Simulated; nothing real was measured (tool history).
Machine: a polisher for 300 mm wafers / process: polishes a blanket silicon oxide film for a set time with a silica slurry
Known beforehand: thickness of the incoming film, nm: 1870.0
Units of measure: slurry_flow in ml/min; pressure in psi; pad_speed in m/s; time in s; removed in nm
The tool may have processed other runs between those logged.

run	hour	slurry_flow	pressure	pad_speed	slurry_solids	time	removed
1	0	165	2.8	0.96	1	58	94.371
2	7.4	165	2.7	0.96	1	58	93.491
3	13.6	165	2.6	0.96	1	58	86.243
4	21.1	185	2.6	0.96	1	58	89.351
5	28.1	185	2.5	0.96	1	58	85.566
6	33.5	185	2.5	0.96	1	58	85.066
7	40.5	185	2.4	0.96	1	58	81.15

Estimate the outcome of run 8 from the log above:
8	47.8	185	2.4	0.96	1	58	?

{"run 8": {"removed": 82.546}}
